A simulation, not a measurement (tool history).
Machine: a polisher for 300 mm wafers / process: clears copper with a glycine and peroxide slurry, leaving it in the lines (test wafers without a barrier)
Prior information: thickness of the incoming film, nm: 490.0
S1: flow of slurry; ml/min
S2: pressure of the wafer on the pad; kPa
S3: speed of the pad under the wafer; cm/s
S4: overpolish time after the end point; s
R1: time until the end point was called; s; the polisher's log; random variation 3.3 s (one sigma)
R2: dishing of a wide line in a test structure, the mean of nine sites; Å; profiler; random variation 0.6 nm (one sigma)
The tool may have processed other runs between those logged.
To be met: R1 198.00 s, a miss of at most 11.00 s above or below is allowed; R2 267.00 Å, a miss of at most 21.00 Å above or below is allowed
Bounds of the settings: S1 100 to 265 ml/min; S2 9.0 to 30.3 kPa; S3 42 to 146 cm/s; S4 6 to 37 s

Run 1, day 0.000: S1 170 ml/min, S2 19.3 kPa, S3 94 cm/s, S4 19 s. Result: R1 106.27 s, R2 419.94 Å.
Run 2, day 0.225: S1 170 ml/min, S2 17.2 kPa, S3 90 cm/s, S4 18 s. Result: R1 115.87 s, R2 372.35 Å.
Run 3, day 0.529: S1 140 ml/min, S2 17.2 kPa, S3 90 cm/s, S4 18 s. Result: R1 123.65 s, R2 360.89 Å.
Run 4, day 0.808: S1 140 ml/min, S2 17.2 kPa, S3 76 cm/s, S4 18 s. Result: R1 140.01 s, R2 353.24 Å.
Run 5, day 1.150: S1 100 ml/min, S2 17.2 kPa, S3 76 cm/s, S4 18 s. Result: R1 151.65 s, R2 332.05 Å.
Run 6, day 1.425: S1 100 ml/min, S2 17.2 kPa, S3 76 cm/s, S4 24 s. Result: R1 152.27 s, R2 406.55 Å.
Run 7, day 1.654: S1 100 ml/min, S2 17.2 kPa, S3 76 cm/s, S4 24 s. Result: R1 151.98 s, R2 397.51 Å.
Run 8, day 1.958: S1 100 ml/min, S2 15.9 kPa, S3 76 cm/s, S4 23 s. Result: R1 161.42 s, R2 393.72 Å.
Run 9, day 2.071: S1 100 ml/min, S2 11.7 kPa, S3 66 cm/s, S4 14 s. Result: R1 207.00 s, R2 225.28 Å.
Run 10, day 2.138: S1 100 ml/min, S2 11.7 kPa, S3 66 cm/s, S4 15 s. Result: R1 211.82 s, R2 232.01 Å.
Run 11, day 2.338: S1 100 ml/min, S2 13.8 kPa, S3 66 cm/s, S4 19 s. Result: R1 189.84 s, R2 293.84 Å.

Which single option among these 4 for the next run brings every result within its allowed miss of target? Just one does.
Run A, day 2.538: S1 100 ml/min, S2 14.5 kPa, S3 62 cm/s, S4 17 s. Result: R1 ?, R2 ?.
Run B, day 2.538: S1 105 ml/min, S2 13.8 kPa, S3 68 cm/s, S4 20 s. Result: R1 ?, R2 ?.
Run C, day 2.538: S1 110 ml/min, S2 12.4 kPa, S3 64 cm/s, S4 21 s. Result: R1 ?, R2 ?.
Run D, day 2.538: S1 100 ml/min, S2 10.3 kPa, S3 80 cm/s, S4 14 s. Result: R1 ?, R2 ?.

move      R1      R2
   A  195.33  264.83
   B  185.12  306.87
   C  201.36  300.20
   D  194.54  225.97
A: in spec on every target
B: moves away from the targets compared with the last run
C: moves away from the targets compared with the last run
D: takes the biggest miss from the last run beyond its target
Move A is the one to make.
